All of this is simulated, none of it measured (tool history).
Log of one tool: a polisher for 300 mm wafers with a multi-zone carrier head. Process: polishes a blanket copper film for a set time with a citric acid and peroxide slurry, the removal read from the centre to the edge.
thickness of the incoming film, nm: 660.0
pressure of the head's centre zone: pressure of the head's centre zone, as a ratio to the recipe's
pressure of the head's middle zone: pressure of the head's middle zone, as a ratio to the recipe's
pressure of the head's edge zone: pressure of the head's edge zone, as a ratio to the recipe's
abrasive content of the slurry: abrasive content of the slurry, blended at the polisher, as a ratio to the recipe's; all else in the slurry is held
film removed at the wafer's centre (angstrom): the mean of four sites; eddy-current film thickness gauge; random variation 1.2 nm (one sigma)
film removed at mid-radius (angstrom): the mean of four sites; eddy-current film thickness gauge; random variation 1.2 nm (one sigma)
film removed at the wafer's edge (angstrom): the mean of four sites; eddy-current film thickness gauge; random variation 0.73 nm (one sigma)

run,day,flow of slurry (ml/min),pressure of the head's centre zone,pressure of the head's middle zone,pressure of the head's edge zone,abrasive content of the slurry,polishing time (s),film removed at the wafer's centre (angstrom),film removed at mid-radius (angstrom),film removed at the wafer's edge (angstrom)
1,0.000,310,1.00,1.00,1.00,1.00,53,1215.2,1179.4,1186.9
2,0.267,305,1.00,0.96,0.98,0.95,53,1166.8,1133.5,1182.0
3,0.438,305,1.03,0.94,0.96,0.90,53,1220.1,1108.3,1159.3
4,0.488,300,1.03,0.92,0.95,0.85,53,1188.8,1081.0,1138.9
5,0.817,295,1.03,0.90,0.94,0.85,53,1165.4,1039.3,1114.2
6,0.900,295,1.03,0.83,0.94,0.85,53,1172.4,1016.4,1126.7

The next listed run, before its measurement:
7,1.200,285,1.03,0.83,0.94,0.85,53,?,?,?

Run 7 gave film removed at the wafer's centre (angstrom) 1168.2, film removed at mid-radius (angstrom) 1008.0, film removed at the wafer's edge (angstrom) 1121.0.
